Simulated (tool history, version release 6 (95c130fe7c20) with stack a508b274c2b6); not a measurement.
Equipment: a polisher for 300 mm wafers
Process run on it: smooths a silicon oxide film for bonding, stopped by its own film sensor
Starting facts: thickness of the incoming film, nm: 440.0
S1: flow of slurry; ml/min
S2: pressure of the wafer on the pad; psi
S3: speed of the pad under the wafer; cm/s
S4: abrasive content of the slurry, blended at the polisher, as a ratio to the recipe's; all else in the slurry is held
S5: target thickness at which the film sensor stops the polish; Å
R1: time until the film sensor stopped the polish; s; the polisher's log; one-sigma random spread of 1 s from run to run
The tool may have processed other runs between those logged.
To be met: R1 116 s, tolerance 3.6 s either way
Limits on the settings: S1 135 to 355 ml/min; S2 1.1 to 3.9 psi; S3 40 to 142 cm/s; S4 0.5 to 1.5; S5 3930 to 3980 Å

| run | hour | S1 | S2 | S3 | S4 | S5 | R1 |
|---|---|---|---|---|---|---|---|
| 1 | 0 | 225 | 2.5 | 90 | 1 | 3930 | 65.359 |
| 2 | 8.6 | 225 | 2.2 | 90 | 1 | 3930 | 73.798 |
| 3 | 13.5 | 225 | 2 | 90 | 1 | 3930 | 80.144 |
| 4 | 22.4 | 225 | 2 | 98 | 1 | 3930 | 75.15 |
| 5 | 25.5 | 225 | 1.6 | 98 | 1 | 3930 | 93.228 |
| 6 | 31 | 225 | 1.5 | 98 | 1 | 3930 | 101.64 |
| 7 | 31.6 | 220 | 1.4 | 98 | 1 | 3930 | 106.01 |
| 8 | 37.4 | 215 | 1.4 | 98 | 1 | 3930 | 107.22 |
| 9 | 45.1 | 205 | 1.4 | 98 | 1 | 3930 | 107.11 |
| 10 | 47 | 205 | 1.2 | 98 | 1 | 3930 | 123.86 |

Exercise: of the 5 proposed moves below, exactly one satisfies all targets within the stated allowed misses. Which move is it?
| A | 48.9 | 265 | 1.2 | 92 | 0.95 | 3930 | ? |
| B | 48.9 | 260 | 1.2 | 96 | 0.8 | 3970 | ? |
| C | 48.9 | 190 | 1.2 | 96 | 0.9 | 3960 | ? |
| D | 48.9 | 135 | 1.6 | 88 | 1 | 3940 | ? |
| E | 48.9 | 135 | 1.3 | 98 | 1 | 3950 | ? |

| move | R1 |
|---|---|
| A | 132.01 |
| B | 134.51 |
| C | 129.34 |
| D | 106.87 |
| E | 117.74 |
A: its largest miss is bigger than the last run's
B: its largest miss is bigger than the last run's
C: its largest miss is bigger than the last run's
D: the result that was furthest off in the last run now lies on the other side of its target
E: every result lands within tolerance
Move E is the one to make.
